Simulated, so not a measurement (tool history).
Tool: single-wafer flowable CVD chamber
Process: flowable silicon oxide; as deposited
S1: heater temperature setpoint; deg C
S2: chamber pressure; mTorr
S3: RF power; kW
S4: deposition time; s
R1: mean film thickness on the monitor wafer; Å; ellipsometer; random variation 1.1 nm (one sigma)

run    day   S1   S2    S3   S4      R1
  1      0  100  884  2.12  482    3636
  2  0.338  100  884  2.12  482  3678.6
  3  0.575  100  884  2.12  497  3792.5
  4  0.617   95  884  2.12  497  4359.4
  5  0.812   95  884  2.12  482  4245.2
  6  0.854   95  884  2.12  482    4272
  7  1.146   97  884  2.12  482  4012.8
  8  1.521   97  884  2.12  482  3993.4

Run 9 comes next. What will it give?
  9  1.733  109  882  2.12  482   ?

{"run 9": {"R1": 2824.8}}
